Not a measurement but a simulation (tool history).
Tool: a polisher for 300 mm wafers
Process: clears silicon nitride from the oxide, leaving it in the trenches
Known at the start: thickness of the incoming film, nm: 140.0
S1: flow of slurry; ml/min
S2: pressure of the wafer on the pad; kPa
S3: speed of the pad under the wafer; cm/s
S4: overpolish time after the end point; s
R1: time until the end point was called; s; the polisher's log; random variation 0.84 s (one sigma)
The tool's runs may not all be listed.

run,hour,S1,S2,S3,S4,R1
1,0.0,270,20.7,106,6,128.52
2,2.3,270,20.7,82,6,160.67
3,3.8,270,20.7,82,6,163.69
4,11.4,270,24.1,88,6,129.47
5,14.7,330,24.1,88,6,129.67
6,21.4,330,24.1,112,6,102.06

The next listed run, before its measurement:
# hour 29.2: worn pad replaced by a new one
7,29.2,330,25.5,112,6,?

R1: 87.30 s

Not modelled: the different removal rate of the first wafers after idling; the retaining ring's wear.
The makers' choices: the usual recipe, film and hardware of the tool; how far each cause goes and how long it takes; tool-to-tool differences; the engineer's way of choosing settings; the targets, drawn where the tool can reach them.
